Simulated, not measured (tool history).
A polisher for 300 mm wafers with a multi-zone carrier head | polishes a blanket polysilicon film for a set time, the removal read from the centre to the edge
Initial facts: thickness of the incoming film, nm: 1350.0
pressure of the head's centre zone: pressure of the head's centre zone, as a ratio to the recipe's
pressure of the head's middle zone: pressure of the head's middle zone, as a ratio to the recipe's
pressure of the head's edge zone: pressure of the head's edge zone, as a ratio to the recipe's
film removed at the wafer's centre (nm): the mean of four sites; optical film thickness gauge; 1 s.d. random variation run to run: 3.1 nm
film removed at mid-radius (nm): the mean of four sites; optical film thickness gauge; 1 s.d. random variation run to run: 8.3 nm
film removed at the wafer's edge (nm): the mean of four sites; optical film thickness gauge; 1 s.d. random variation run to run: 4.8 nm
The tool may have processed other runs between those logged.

run,hour,flow of slurry (ml/min),pressure of the head's centre zone,pressure of the head's middle zone,pressure of the head's edge zone,polishing time (s),film removed at the wafer's centre (nm),film removed at mid-radius (nm),film removed at the wafer's edge (nm)
1,0.0,205,1.00,1.00,1.00,59,439.49,437.57,436.64
2,4.6,205,1.00,0.97,1.00,59,436.63,438.32,443.22
3,7.8,205,1.00,0.97,1.00,48,352.12,351.48,355.04
4,12.2,165,1.00,0.97,1.00,48,342.00,346.16,352.89
5,17.9,165,1.00,0.97,1.06,48,348.33,341.83,364.76
6,18.6,165,1.03,0.97,1.06,48,357.14,337.56,363.10
7,21.4,170,1.02,1.00,1.06,51,375.60,369.42,381.19

What does the tool deliver on the next run?
8,26.1,175,1.01,1.02,1.07,54,?,?,?

film removed at the wafer's centre (nm): 396.21
film removed at mid-radius (nm): 399.00
film removed at the wafer's edge (nm): 405.90
